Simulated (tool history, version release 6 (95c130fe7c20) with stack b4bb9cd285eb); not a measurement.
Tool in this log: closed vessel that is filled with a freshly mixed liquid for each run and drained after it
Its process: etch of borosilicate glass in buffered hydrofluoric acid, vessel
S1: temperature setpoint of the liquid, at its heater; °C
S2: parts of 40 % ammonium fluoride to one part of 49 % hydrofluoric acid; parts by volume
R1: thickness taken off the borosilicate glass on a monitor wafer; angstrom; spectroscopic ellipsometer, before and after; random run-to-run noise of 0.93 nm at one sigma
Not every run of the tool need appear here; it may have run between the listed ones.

run 1 hour=0 | S1=22 S2=10.5 time_in_the_liquid_(s)=85 | R1=905.06
run 2 hour=5.1 | S1=22 S2=8.5 time_in_the_liquid_(s)=85 | R1=1076.8
run 3 hour=6 | S1=22.5 S2=8.5 time_in_the_liquid_(s)=85 | R1=1108.3
run 4 hour=13 | S1=22.5 S2=10 time_in_the_liquid_(s)=85 | R1=981.57
run 5 hour=15.8 | S1=23.5 S2=10 time_in_the_liquid_(s)=85 | R1=1025.2
run 6 hour=19 | S1=23.5 S2=11 time_in_the_liquid_(s)=85 | R1=944.97
run 7 hour=20.3 | S1=24.5 S2=11 time_in_the_liquid_(s)=85 | R1=1003.7
run 8 hour=23 | S1=25.5 S2=11 time_in_the_liquid_(s)=85 | R1=1043.4
run 9 hour=25.8 | S1=26.5 S2=11 time_in_the_liquid_(s)=85 | R1=1108.9

What will run 10 give?
run 10 hour=34 | S1=27 S2=11 time_in_the_liquid_(s)=85 | R1=?

Run 10 yielded R1 1121.8 angstrom.
